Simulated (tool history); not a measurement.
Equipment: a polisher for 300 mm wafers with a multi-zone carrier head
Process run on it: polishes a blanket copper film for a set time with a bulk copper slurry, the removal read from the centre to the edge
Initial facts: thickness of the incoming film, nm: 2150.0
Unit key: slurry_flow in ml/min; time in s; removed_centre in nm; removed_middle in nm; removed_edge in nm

Run 1, day 0.000: slurry_flow 255 ml/min, centre_zone 1.00, middle_zone 1.00, edge_zone 1.00, slurry_solids 1.00, time 83 s. Result: removed_centre 648.27 nm, removed_middle 715.66 nm, removed_edge 711.40 nm.
Run 2, day 0.375: slurry_flow 200 ml/min, centre_zone 1.00, middle_zone 1.00, edge_zone 1.00, slurry_solids 1.00, time 83 s. Result: removed_centre 626.20 nm, removed_middle 689.26 nm, removed_edge 679.25 nm.
Run 3, day 0.500: slurry_flow 195 ml/min, centre_zone 1.04, middle_zone 0.95, edge_zone 1.00, slurry_solids 1.00, time 83 s. Result: removed_centre 640.55 nm, removed_middle 663.01 nm, removed_edge 688.47 nm.
Run 4, day 0.746: slurry_flow 200 ml/min, centre_zone 1.08, middle_zone 0.91, edge_zone 0.97, slurry_solids 0.95, time 83 s. Result: removed_centre 666.41 nm, removed_middle 636.21 nm, removed_edge 688.26 nm.
Run 5, day 1.012: slurry_flow 200 ml/min, centre_zone 1.08, middle_zone 0.91, edge_zone 0.92, slurry_solids 0.95, time 83 s. Result: removed_centre 667.87 nm, removed_middle 638.80 nm, removed_edge 682.71 nm.
Run 6, day 1.362: slurry_flow 205 ml/min, centre_zone 1.11, middle_zone 0.88, edge_zone 0.90, slurry_solids 0.90, time 83 s. Result: removed_centre 687.13 nm, removed_middle 596.49 nm, removed_edge 651.20 nm.

Expected results for the next run?
Run 7, day 1.508: slurry_flow 210 ml/min, centre_zone 1.12, middle_zone 0.86, edge_zone 0.90, slurry_solids 0.90, time 83 s. Result: removed_centre ?, removed_middle ?, removed_edge ?.

removed_centre: 694.53 nm
removed_middle: 596.49 nm
removed_edge: 666.30 nm
